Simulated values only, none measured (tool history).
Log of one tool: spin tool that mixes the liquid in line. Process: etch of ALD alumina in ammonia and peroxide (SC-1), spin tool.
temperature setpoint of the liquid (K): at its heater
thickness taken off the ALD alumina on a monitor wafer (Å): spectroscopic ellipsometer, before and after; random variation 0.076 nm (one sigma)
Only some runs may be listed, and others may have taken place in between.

| run | hour | temperature setpoint of the liquid (K) | parts of 29 % ammonia solution to one part of 30 % peroxide (parts by volume) | time under the liquid (s) | thickness taken off the ALD alumina on a monitor wafer (Å) |
|---|---|---|---|---|---|
| 1 | 0 | 322.15 | 0.95 | 280 | 156.57 |
| 2 | 2.8 | 321.65 | 0.95 | 280 | 152.7 |
| 3 | 4.8 | 315.65 | 0.95 | 280 | 106.88 |
| 4 | 8.3 | 317.15 | 0.95 | 280 | 118.39 |
| 5 | 13 | 318.15 | 0.95 | 280 | 125.35 |
|  | 21.9 | new drum of ammonia solution connected |
| 6 | 21.9 | 318.15 | 0.95 | 280 | 126.19 |
| 7 | 25.9 | 319.15 | 0.95 | 280 | 133.74 |

What will run 8 give?
| 8 | 34.4 | 319.65 | 0.95 | 280 | ? |

thickness taken off the ALD alumina on a monitor wafer (Å): 137.9
